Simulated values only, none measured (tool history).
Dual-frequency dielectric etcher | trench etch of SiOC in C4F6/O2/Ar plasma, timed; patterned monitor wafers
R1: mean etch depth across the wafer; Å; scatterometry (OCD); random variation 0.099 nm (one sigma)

run 1 hour=0 | source_power_(kW)=0.48 bias_power_(kW)=0.158 etch_time_(s)=9.5 | R1=207.64
run 2 hour=5.8 | source_power_(kW)=0.48 bias_power_(kW)=0.144 etch_time_(s)=9.5 | R1=201.62
run 3 hour=14.6 | source_power_(kW)=0.48 bias_power_(kW)=0.144 etch_time_(s)=8.5 | R1=182.07
run 4 hour=18.7 | source_power_(kW)=0.48 bias_power_(kW)=0.134 etch_time_(s)=8.5 | R1=178.1
run 5 hour=23.7 | source_power_(kW)=0.49 bias_power_(kW)=0.134 etch_time_(s)=8.5 | R1=179.88
run 6 hour=27.6 | source_power_(kW)=0.49 bias_power_(kW)=0.119 etch_time_(s)=8.5 | R1=176.07

Run 7 comes next. What will it give?
run 7 hour=35.6 | source_power_(kW)=0.5 bias_power_(kW)=0.12 etch_time_(s)=8.5 | R1=?

R1: 175.75 Å
